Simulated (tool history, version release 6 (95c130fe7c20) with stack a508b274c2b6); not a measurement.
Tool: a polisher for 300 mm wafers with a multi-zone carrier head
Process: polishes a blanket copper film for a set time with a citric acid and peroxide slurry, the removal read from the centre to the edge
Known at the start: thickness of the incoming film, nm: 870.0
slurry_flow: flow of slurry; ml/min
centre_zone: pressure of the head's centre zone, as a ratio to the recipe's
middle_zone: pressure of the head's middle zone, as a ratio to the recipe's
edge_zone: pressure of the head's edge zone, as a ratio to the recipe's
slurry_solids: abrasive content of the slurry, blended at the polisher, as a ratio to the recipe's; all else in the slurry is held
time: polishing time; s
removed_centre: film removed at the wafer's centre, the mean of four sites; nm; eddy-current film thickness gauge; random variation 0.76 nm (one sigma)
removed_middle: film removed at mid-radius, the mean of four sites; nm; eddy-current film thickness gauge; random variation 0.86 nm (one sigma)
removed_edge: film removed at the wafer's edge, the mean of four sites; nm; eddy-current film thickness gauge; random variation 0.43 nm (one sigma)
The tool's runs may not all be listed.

run,hour,slurry_flow,centre_zone,middle_zone,edge_zone,slurry_solids,time,removed_centre,removed_middle,removed_edge
1,0,185,1,1,1,1,59,150.41,148.53,151.25
2,4.7,185,1,0.93,1,1,59,148.42,136.68,148.71
3,6.3,185,0.95,0.93,1,1,59,144.57,142.77,150.74
4,8,185,0.95,0.93,1,1,71,172.61,167.75,179.68
5,10,185,0.95,0.93,0.94,1,71,171.72,167.93,172.49
6,18.3,205,0.95,0.93,0.94,1,71,176.52,171.12,176.72
7,26,185,0.95,0.91,0.91,0.9,60,144.57,140.65,143.34
8,28.8,165,0.95,0.88,0.88,0.8,51,120.19,110.82,116.09
9,32,155,0.94,0.88,0.86,0.75,45,101.35,95.576,100.7
10,39.4,155,1.01,0.93,0.81,0.5,28,65.054,59.942,57.545

Forecast run 11:
11,43.9,175,1,0.93,0.84,0.55,28,?,?,?

{"run 11": {"removed_centre": 66.083, "removed_middle": 61.493, "removed_edge": 60.129}}
